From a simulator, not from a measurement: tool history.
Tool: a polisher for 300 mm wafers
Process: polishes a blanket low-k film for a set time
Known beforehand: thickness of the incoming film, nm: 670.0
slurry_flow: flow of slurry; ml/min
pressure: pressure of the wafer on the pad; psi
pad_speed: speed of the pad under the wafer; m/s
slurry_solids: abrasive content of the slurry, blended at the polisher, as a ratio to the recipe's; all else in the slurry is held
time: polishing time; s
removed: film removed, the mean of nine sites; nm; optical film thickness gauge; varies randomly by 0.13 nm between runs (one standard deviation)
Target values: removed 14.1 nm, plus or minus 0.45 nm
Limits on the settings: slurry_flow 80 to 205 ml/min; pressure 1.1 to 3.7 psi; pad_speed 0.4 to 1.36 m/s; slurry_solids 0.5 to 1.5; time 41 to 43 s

Run 1, hour 0: slurry_flow 135 ml/min, pressure 2.4 psi, pad_speed 0.88 m/s, slurry_solids 1, time 41 s. Result: removed 22.066 nm.
Run 2, hour 2.2: slurry_flow 135 ml/min, pressure 2.4 psi, pad_speed 0.88 m/s, slurry_solids 1, time 41 s. Result: removed 22.251 nm.
Run 3, hour 5.7: slurry_flow 135 ml/min, pressure 2.4 psi, pad_speed 0.76 m/s, slurry_solids 1, time 41 s. Result: removed 19.508 nm.
Run 4, hour 11.6: slurry_flow 110 ml/min, pressure 2.4 psi, pad_speed 0.76 m/s, slurry_solids 1, time 41 s. Result: removed 19.113 nm.
Run 5, hour 15.9: slurry_flow 110 ml/min, pressure 2.3 psi, pad_speed 0.76 m/s, slurry_solids 1, time 41 s. Result: removed 18.349 nm.
Run 6, hour 21.3: slurry_flow 110 ml/min, pressure 2.2 psi, pad_speed 0.76 m/s, slurry_solids 1, time 41 s. Result: removed 17.29 nm.
Run 7, hour 22.9: slurry_flow 110 ml/min, pressure 2.1 psi, pad_speed 0.76 m/s, slurry_solids 1, time 41 s. Result: removed 16.678 nm.
Run 8, hour 28.9: slurry_flow 110 ml/min, pressure 2 psi, pad_speed 0.76 m/s, slurry_solids 1, time 41 s. Result: removed 15.842 nm.
Run 9, hour 33.8: slurry_flow 105 ml/min, pressure 1.9 psi, pad_speed 0.76 m/s, slurry_solids 1, time 41 s. Result: removed 15.009 nm.

Below are 4 possible settings for the next run. Only one of them brings all results inside the allowed miss of their targets. Which is it?
Run A, hour 38.7: slurry_flow 105 ml/min, pressure 1.8 psi, pad_speed 0.8 m/s, slurry_solids 0.75, time 41 s. Result: removed ?.
Run B, hour 38.7: slurry_flow 130 ml/min, pressure 1.8 psi, pad_speed 0.74 m/s, slurry_solids 1.2, time 42 s. Result: removed ?.
Run C, hour 38.7: slurry_flow 115 ml/min, pressure 1.6 psi, pad_speed 0.74 m/s, slurry_solids 1.25, time 41 s. Result: removed ?.
Run D, hour 38.7: slurry_flow 110 ml/min, pressure 1.9 psi, pad_speed 0.7 m/s, slurry_solids 0.75, time 43 s. Result: removed ?.

move  removed
   A   12.729
   B   16.175
   C   14.017
   D   12.763
A: the result that was furthest off in the last run now lies on the other side of its target
B: misses by more than the last run did
C: all results in spec
D: the result that was furthest off in the last run now lies on the other side of its target
Move C is the one to make.

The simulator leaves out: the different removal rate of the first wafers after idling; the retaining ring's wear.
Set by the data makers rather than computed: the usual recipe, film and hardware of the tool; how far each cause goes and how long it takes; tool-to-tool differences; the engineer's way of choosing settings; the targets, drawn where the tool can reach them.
